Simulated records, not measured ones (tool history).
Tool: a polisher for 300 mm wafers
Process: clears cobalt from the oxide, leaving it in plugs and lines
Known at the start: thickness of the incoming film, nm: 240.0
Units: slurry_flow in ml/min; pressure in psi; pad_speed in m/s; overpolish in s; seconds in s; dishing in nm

{"run": 1, "day": 0.0, "slurry_flow": 245, "pressure": 1.3, "pad_speed": 1.14, "overpolish": 20, "seconds": 69.116, "dishing": 33.214}
{"run": 2, "day": 0.083, "slurry_flow": 245, "pressure": 1.2, "pad_speed": 1.14, "overpolish": 20, "seconds": 73.642, "dishing": 32.225}
{"run": 3, "day": 0.429, "slurry_flow": 245, "pressure": 1.2, "pad_speed": 1.14, "overpolish": 27, "seconds": 73.379, "dishing": 37.411}
{"run": 4, "day": 0.517, "slurry_flow": 245, "pressure": 1.5, "pad_speed": 1.14, "overpolish": 27, "seconds": 60.96, "dishing": 39.0}
{"run": 5, "day": 0.808, "slurry_flow": 245, "pressure": 1.4, "pad_speed": 1.1, "overpolish": 25, "seconds": 64.602, "dishing": 38.38}
{"run": 6, "day": 0.979, "slurry_flow": 245, "pressure": 1.3, "pad_speed": 1.1, "overpolish": 23, "seconds": 69.208, "dishing": 34.915}
{"run": 7, "day": 1.017, "slurry_flow": 245, "pressure": 1.2, "pad_speed": 1.08, "overpolish": 22, "seconds": 76.797, "dishing": 32.679}
{"run": 8, "day": 1.288, "slurry_flow": 245, "pressure": 1.1, "pad_speed": 1.06, "overpolish": 21, "seconds": 84.931, "dishing": 30.477}

The next listed run, before its measurement:
{"run": 9, "day": 1.333, "slurry_flow": 245, "pressure": 1.0, "pad_speed": 1.06, "overpolish": 21, "seconds": "?", "dishing": "?"}

seconds: 94.393 s
dishing: 29.048 nm

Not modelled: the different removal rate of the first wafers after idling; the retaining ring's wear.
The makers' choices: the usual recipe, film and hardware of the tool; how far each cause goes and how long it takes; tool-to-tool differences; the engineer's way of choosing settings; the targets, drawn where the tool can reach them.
